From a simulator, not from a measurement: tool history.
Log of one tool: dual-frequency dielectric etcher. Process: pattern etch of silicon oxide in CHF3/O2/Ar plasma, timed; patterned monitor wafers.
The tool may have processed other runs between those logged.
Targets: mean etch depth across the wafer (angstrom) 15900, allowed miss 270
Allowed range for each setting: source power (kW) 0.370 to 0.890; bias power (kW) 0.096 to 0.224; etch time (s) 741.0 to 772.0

run	day	source power (kW)	bias power (kW)	etch time (s)	mean etch depth across the wafer (angstrom)
1	0.000	0.630	0.160	741.0	13773
2	0.346	0.650	0.161	741.0	13918
3	0.400	0.670	0.162	741.0	14117
4	0.688	0.690	0.163	741.0	14312
5	0.996	0.650	0.163	741.0	13960
6	1.229	0.670	0.164	741.0	14152
7	1.583	0.690	0.165	741.0	14354
8	1.942	0.710	0.166	741.0	14537
9	2.300	0.730	0.167	741.0	14663
10	2.454	0.750	0.168	741.0	14884
11	2.633	0.760	0.169	741.0	14938
12	2.871	0.770	0.170	741.0	15086
13	2.942	0.770	0.170	741.0	15082
14	3.258	0.770	0.170	741.0	15079
15	3.471	0.770	0.170	741.0	15024
16	3.817	0.780	0.171	741.0	15127
17	3.904	0.790	0.172	741.0	15196
18	3.967	0.800	0.173	741.0	15352
19	4.212	0.810	0.173	741.0	15408
20	4.546	0.810	0.173	741.0	15391

Which of these 5 next moves meets every target?
A	4.879	0.810	0.170	772.0	?
B	4.879	0.890	0.140	751.5	?
C	4.879	0.760	0.173	741.0	?
D	4.879	0.760	0.179	744.0	?
E	4.879	0.780	0.176	745.5	?

move	mean etch depth across the wafer (angstrom)
A	16028
B	15195
C	15128
D	15357
E	15444
A: hits every target within its allowed miss
B: its largest miss is bigger than the last run's
C: its largest miss is bigger than the last run's
D: its largest miss is bigger than the last run's
E: nearer than the last run, and not there yet
Go with A: it meets all targets.
